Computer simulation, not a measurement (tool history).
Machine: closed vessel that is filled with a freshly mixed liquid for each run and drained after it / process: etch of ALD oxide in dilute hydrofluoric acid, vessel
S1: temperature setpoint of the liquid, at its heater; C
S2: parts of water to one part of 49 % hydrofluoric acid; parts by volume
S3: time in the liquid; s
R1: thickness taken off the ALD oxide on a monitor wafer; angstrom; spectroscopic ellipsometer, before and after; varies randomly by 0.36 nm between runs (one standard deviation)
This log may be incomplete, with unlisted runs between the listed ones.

run,day,S1,S2,S3,R1
1,0,20,195,415,379.26
2,0.192,21.5,190,415,413.33
3,0.442,18,190,415,361.46
4,0.608,19.5,185,415,395.06
5,1,19.5,225,415,315.27
6,1.042,17,225,415,283.19
7,1.254,19,215,415,325.27

Forecast run 8:
8,1.567,20.5,205,415,?

R1: 362.99 angstrom

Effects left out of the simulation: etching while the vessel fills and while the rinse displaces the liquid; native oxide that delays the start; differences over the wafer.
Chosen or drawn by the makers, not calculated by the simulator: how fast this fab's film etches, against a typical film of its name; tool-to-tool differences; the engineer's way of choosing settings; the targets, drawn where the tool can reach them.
